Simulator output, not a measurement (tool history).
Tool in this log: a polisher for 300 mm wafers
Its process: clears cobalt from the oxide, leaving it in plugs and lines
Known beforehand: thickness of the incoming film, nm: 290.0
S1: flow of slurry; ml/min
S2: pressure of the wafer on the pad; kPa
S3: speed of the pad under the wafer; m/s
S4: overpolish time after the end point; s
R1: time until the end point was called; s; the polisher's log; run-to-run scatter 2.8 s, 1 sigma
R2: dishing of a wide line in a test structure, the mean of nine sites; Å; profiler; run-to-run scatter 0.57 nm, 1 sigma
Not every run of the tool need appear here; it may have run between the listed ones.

run,hour,S1,S2,S3,S4,R1,R2
1,0.0,185,17.2,0.76,30,76.421,531.37
2,3.2,185,15.9,0.74,26,80.235,463.39
3,10.2,185,15.9,0.74,19,82.432,407.69
4,12.0,185,15.9,0.58,19,101.370,358.87
5,14.6,210,15.9,0.58,19,99.978,366.18
6,15.2,240,15.9,0.58,19,96.318,365.93

Estimate the outcome of run 7 from the log above:
7,19.6,240,14.5,0.58,19,?,?

Run 7 produced R1 105.500 s, R2 359.75 Å.
